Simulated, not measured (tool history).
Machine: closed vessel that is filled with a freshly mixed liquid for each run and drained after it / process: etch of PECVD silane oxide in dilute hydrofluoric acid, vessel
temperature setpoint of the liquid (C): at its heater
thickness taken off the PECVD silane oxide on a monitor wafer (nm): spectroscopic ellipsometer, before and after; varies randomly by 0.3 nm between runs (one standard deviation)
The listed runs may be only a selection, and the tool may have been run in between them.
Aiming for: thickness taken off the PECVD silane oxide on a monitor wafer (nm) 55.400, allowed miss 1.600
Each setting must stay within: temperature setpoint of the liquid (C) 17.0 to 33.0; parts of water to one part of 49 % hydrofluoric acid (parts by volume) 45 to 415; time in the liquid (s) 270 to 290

run	day	temperature setpoint of the liquid (C)	parts of water to one part of 49 % hydrofluoric acid (parts by volume)	time in the liquid (s)	thickness taken off the PECVD silane oxide on a monitor wafer (nm)
1	0.000	25.0	230	270	39.179
2	0.129	25.0	230	270	39.320
3	0.488	26.5	225	270	42.727
4	0.642	28.0	225	270	44.878
5	0.712	29.0	225	270	46.800
6	0.804	30.0	225	270	48.029
7	1.154	30.5	225	270	49.041
8	1.496	30.5	225	270	49.118
9	1.867	31.0	225	270	49.706
10	2.212	31.5	225	270	50.445
11	2.383	32.0	225	270	51.202

Pick the move, out of 4, that brings all results within their allowed miss; only one does.
A	2.554	32.5	245	270	?
B	2.554	26.5	180	270	?
C	2.554	31.0	255	290	?
D	2.554	31.0	230	270	?

move	thickness taken off the PECVD silane oxide on a monitor wafer (nm)
A	47.319
B	56.615
C	45.944
D	48.860
A: its largest miss is bigger than the last run's
B: all results land within tolerance of their targets
C: its largest miss is bigger than the last run's
D: its largest miss is bigger than the last run's
B is the move that brings every result within its allowed miss.
